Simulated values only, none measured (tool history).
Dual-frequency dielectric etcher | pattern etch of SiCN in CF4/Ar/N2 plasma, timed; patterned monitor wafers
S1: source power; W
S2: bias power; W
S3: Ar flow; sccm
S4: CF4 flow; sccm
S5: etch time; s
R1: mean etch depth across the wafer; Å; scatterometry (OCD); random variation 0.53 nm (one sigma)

run	day	S1	S2	S3	S4	S5	R1
1	0	590	72	119	59	123.5	1186.3
2	0.292	560	72	119	59	123.5	1133.1
3	0.442	540	72	119	59	123.5	1090.6
4	0.788	540	72	135	59	123.5	1080.1
5	0.912	540	82	135	59	123.5	1109.3
6	1.038	520	82	135	59	123.5	1060.9
7	1.296	510	82	135	59	123.5	1045.5
8	1.654	500	82	135	59	123.5	1035.3
9	1.958	490	82	135	59	123.5	1011.7
10	2.279	480	82	135	59	123.5	985.26

The next listed run, before its measurement:
11	2.35	470	82	135	59	123.5	?

Run 11 gave R1 974.47 Å.

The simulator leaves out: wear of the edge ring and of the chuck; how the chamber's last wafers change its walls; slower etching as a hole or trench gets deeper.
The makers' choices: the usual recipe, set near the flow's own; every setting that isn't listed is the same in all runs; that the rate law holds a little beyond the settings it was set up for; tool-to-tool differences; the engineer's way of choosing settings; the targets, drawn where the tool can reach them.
